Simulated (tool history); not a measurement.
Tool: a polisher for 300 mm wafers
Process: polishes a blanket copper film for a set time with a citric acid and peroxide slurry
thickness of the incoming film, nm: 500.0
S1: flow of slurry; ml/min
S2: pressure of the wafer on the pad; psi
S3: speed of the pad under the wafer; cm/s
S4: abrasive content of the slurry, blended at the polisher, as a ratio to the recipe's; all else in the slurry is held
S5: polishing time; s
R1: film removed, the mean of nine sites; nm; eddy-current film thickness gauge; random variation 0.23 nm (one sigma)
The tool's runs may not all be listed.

run,hour,S1,S2,S3,S4,S5,R1
1,0.0,140,2.0,90,1.0,20,25.973
2,6.9,140,2.4,90,1.0,20,30.869
3,13.2,140,2.3,90,1.0,20,29.598
4,19.3,140,2.2,90,1.0,20,27.859
5,24.9,140,2.2,90,1.1,20,29.217
6,27.3,175,2.2,90,1.1,20,30.354

The next listed run, before its measurement:
7,33.5,175,2.1,90,1.1,20,?

Run 7 gave R1 28.717 nm.

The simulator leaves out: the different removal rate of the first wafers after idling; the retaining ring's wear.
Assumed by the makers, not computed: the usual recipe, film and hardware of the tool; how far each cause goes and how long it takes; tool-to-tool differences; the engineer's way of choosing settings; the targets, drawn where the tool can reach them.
